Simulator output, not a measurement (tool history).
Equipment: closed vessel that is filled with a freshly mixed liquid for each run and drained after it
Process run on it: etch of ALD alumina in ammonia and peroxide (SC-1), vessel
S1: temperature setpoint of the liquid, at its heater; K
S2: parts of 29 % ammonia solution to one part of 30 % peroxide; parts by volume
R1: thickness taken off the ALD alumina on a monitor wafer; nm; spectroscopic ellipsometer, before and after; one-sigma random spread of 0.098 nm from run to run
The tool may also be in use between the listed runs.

run 1 hour=0 | S1=335.15 S2=0.45 time_in_the_liquid_(s)=100 | R1=9.3905
run 2 hour=5.4 | S1=335.15 S2=0.45 time_in_the_liquid_(s)=105 | R1=9.8656
run 3 hour=7 | S1=335.15 S2=0.55 time_in_the_liquid_(s)=105 | R1=9.988
run 4 hour=15.7 | S1=335.15 S2=0.55 time_in_the_liquid_(s)=100 | R1=9.6123
run 5 hour=23.2 | S1=332.65 S2=0.55 time_in_the_liquid_(s)=100 | R1=8.3387
run 6 hour=25.6 | S1=332.65 S2=0.55 time_in_the_liquid_(s)=100 | R1=8.3511
run 7 hour=26.2 | S1=334.65 S2=0.55 time_in_the_liquid_(s)=100 | R1=9.3028
run 8 hour=28.6 | S1=334.65 S2=0.55 time_in_the_liquid_(s)=100 | R1=9.1803
run 9 hour=29.3 | S1=336.15 S2=0.55 time_in_the_liquid_(s)=100 | R1=9.9208

What does the tool deliver on the next run?
run 10 hour=32.9 | S1=337.65 S2=0.55 time_in_the_liquid_(s)=100 | R1=?

Logged for run 10: R1 10.711 nm.
